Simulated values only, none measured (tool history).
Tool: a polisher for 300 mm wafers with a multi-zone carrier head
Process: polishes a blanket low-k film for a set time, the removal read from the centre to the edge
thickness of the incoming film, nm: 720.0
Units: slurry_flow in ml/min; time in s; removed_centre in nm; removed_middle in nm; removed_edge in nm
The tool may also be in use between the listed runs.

{"run": 1, "hour": 0.0, "slurry_flow": 255, "centre_zone": 1, "middle_zone": 1, "edge_zone": 1, "slurry_solids": 1, "time": 61, "removed_centre": 26.227, "removed_middle": 25.306, "removed_edge": 26.905}
{"run": 2, "hour": 3.5, "slurry_flow": 245, "centre_zone": 0.96, "middle_zone": 0.98, "edge_zone": 0.98, "slurry_solids": 0.9, "time": 61, "removed_centre": 24.406, "removed_middle": 24.166, "removed_edge": 25.284}
{"run": 3, "hour": 12.2, "slurry_flow": 245, "centre_zone": 0.96, "middle_zone": 0.98, "edge_zone": 0.98, "slurry_solids": 0.9, "time": 67, "removed_centre": 27.288, "removed_middle": 26.289, "removed_edge": 28.171}
{"run": 4, "hour": 19.5, "slurry_flow": 245, "centre_zone": 0.96, "middle_zone": 0.98, "edge_zone": 0.91, "slurry_solids": 0.9, "time": 67, "removed_centre": 26.871, "removed_middle": 26.575, "removed_edge": 27.428}
{"run": 5, "hour": 20.9, "slurry_flow": 235, "centre_zone": 0.92, "middle_zone": 0.97, "edge_zone": 0.95, "slurry_solids": 0.8, "time": 65, "removed_centre": 23.398, "removed_middle": 24.405, "removed_edge": 25.591}
{"run": 6, "hour": 28.8, "slurry_flow": 230, "centre_zone": 0.9, "middle_zone": 0.94, "edge_zone": 0.94, "slurry_solids": 0.75, "time": 64, "removed_centre": 22.153, "removed_middle": 23.137, "removed_edge": 24.599}
{"run": 7, "hour": 33.5, "slurry_flow": 225, "centre_zone": 0.88, "middle_zone": 0.92, "edge_zone": 0.93, "slurry_solids": 0.7, "time": 63, "removed_centre": 20.84, "removed_middle": 21.619, "removed_edge": 23.352}
{"run": 8, "hour": 41.8, "slurry_flow": 220, "centre_zone": 0.86, "middle_zone": 0.91, "edge_zone": 0.92, "slurry_solids": 0.65, "time": 63, "removed_centre": 19.322, "removed_middle": 20.612, "removed_edge": 22.468}

Run 9 comes next. What will it give?
{"run": 9, "hour": 43.3, "slurry_flow": 215, "centre_zone": 0.85, "middle_zone": 0.9, "edge_zone": 0.9, "slurry_solids": 0.65, "time": 63, "removed_centre": "?", "removed_middle": "?", "removed_edge": "?"}

{"run 9": {"removed_centre": 19.248, "removed_middle": 20.704, "removed_edge": 22.409}}
